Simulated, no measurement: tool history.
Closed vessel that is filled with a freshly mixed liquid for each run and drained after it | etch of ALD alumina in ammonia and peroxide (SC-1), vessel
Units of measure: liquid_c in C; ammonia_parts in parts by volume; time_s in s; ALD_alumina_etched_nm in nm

{"run": 1, "day": 0.0, "liquid_c": 56, "ammonia_parts": 0.4, "time_s": 565, "ALD_alumina_etched_nm": 47.555}
{"run": 2, "day": 0.096, "liquid_c": 56, "ammonia_parts": 0.5, "time_s": 565, "ALD_alumina_etched_nm": 48.555}
{"run": 3, "day": 0.342, "liquid_c": 57, "ammonia_parts": 0.5, "time_s": 565, "ALD_alumina_etched_nm": 51.712}
{"run": 4, "day": 0.621, "liquid_c": 64, "ammonia_parts": 0.5, "time_s": 565, "ALD_alumina_etched_nm": 72.536}
{"run": 5, "day": 0.892, "liquid_c": 64, "ammonia_parts": 0.4, "time_s": 565, "ALD_alumina_etched_nm": 71.36}
{"run": 6, "day": 1.017, "liquid_c": 63, "ammonia_parts": 0.4, "time_s": 565, "ALD_alumina_etched_nm": 68.626}

Expected results for the next run?
{"run": 7, "day": 1.292, "liquid_c": 62.5, "ammonia_parts": 0.4, "time_s": 565, "ALD_alumina_etched_nm": "?"}

{"run 7": {"ALD_alumina_etched_nm": 66.202}}

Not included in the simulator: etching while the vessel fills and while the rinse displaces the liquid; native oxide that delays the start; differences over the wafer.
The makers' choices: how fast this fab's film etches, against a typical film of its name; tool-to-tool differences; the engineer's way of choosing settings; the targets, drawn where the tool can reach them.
